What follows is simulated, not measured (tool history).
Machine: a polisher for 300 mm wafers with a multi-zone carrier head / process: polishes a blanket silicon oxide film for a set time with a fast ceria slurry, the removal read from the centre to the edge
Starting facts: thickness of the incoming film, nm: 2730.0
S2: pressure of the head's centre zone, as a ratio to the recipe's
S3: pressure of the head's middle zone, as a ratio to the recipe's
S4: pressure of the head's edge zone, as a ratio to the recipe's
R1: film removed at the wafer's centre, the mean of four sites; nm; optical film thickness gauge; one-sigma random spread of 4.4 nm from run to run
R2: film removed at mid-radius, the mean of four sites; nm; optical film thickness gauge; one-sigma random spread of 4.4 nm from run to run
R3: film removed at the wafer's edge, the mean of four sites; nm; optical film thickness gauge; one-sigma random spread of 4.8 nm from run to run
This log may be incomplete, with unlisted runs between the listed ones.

{"run": 1, "hour": 0.0, "flow of slurry (ml/min)": 245, "S2": 1, "S3": 1, "S4": 1, "polishing time (s)": 67, "R1": 771.36, "R2": 801.67, "R3": 795.43}
{"run": 2, "hour": 3.8, "flow of slurry (ml/min)": 235, "S2": 0.97, "S3": 0.96, "S4": 0.97, "polishing time (s)": 61, "R1": 680.44, "R2": 715.2, "R3": 715.61}
{"run": 3, "hour": 10.8, "flow of slurry (ml/min)": 235, "S2": 0.97, "S3": 0.91, "S4": 0.97, "polishing time (s)": 61, "R1": 677.27, "R2": 682.78, "R3": 705.78}
{"run": 4, "hour": 18.4, "flow of slurry (ml/min)": 225, "S2": 0.95, "S3": 0.89, "S4": 0.96, "polishing time (s)": 57, "R1": 626.55, "R2": 620.54, "R3": 660.5}
{"run": 5, "hour": 20.5, "flow of slurry (ml/min)": 220, "S2": 0.92, "S3": 0.87, "S4": 0.93, "polishing time (s)": 54, "R1": 572.78, "R2": 579.22, "R3": 619.6}
{"run": 6, "hour": 21.1, "flow of slurry (ml/min)": 220, "S2": 0.92, "S3": 0.94, "S4": 0.93, "polishing time (s)": 54, "R1": 584.85, "R2": 604.59, "R3": 613.16}
{"hour": 23.8, "done": "slurry nozzle cleaned"}
{"run": 7, "hour": 23.8, "flow of slurry (ml/min)": 210, "S2": 0.9, "S3": 0.92, "S4": 0.91, "polishing time (s)": 52, "R1": 548.35, "R2": 580.28, "R3": 596.23}

What does the tool deliver on the next run?
{"run": 8, "hour": 26.6, "flow of slurry (ml/min)": 210, "S2": 0.89, "S3": 0.9, "S4": 0.9, "polishing time (s)": 50, "R1": "?", "R2": "?", "R3": "?"}

{"run 8": {"R1": 523.49, "R2": 551.41, "R3": 567.25}}
